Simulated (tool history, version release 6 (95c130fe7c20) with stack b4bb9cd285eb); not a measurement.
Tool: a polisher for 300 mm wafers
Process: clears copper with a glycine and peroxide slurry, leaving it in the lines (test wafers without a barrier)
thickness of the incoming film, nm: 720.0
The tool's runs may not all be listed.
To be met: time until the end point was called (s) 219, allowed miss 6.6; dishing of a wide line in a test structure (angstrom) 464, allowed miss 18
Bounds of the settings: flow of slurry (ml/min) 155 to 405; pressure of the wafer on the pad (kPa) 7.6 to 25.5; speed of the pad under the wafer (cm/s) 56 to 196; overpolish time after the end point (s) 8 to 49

run  hour  flow of slurry (ml/min)  pressure of the wafer on the pad (kPa)  speed of the pad under the wafer (cm/s)  overpolish time after the end point (s)  time until the end point was called (s)  dishing of a wide line in a test structure (angstrom)
  1     0                      260                                    16.5                                      126                                       25                                   155.28                                                 501.76
  2   5.7                      260                                    15.2                                      126                                       26                                   164.63                                                 495.18
  3   9.4                      260                                    13.8                                      126                                       27                                   173.98                                                 497.37
  4  13.2                      260                                    12.4                                      126                                       27                                   184.35                                                 491.25
  5  17.8                      260                                    12.4                                      126                                       35                                   186.55                                                 506.98
  6  23.4                      260                                    12.4                                      126                                       44                                   184.61                                                  539.9
  7  25.6                      260                                    11.7                                      126                                       40                                   189.37                                                 519.93
  8  27.8                      260                                      11                                      126                                       37                                   198.69                                                 514.77
  9  33.9                      260                                    10.3                                      126                                       33                                   204.41                                                 492.14

5 next moves are on the table. One of them brings every result within its allowed miss. Which?
  A    40                      170                                     7.6                                      156                                       33                                        ?                                                      ?
  B    40                      270                                     9.7                                      132                                       27                                        ?                                                      ?
  C    40                      265                                     8.3                                      136                                       23                                        ?                                                      ?
  D    40                      290                                     7.6                                      150                                       32                                        ?                                                      ?
  E    40                      240                                       9                                      126                                       45                                        ?                                                      ?

move  time until the end point was called (s)  dishing of a wide line in a test structure (angstrom)
   A                                   216.47                                                 470.14
   B                                   204.31                                                 460.82
   C                                   216.43                                                 418.21
   D                                   207.34                                                  473.8
   E                                   223.09                                                 520.05
A: meets every target
B: as far off as the last run
C: brings the result that was furthest off to its target, and leaves another outside
D: nearer than the last run, and not there yet
E: brings the result that was furthest off to its target, and leaves another outside
Answer: A

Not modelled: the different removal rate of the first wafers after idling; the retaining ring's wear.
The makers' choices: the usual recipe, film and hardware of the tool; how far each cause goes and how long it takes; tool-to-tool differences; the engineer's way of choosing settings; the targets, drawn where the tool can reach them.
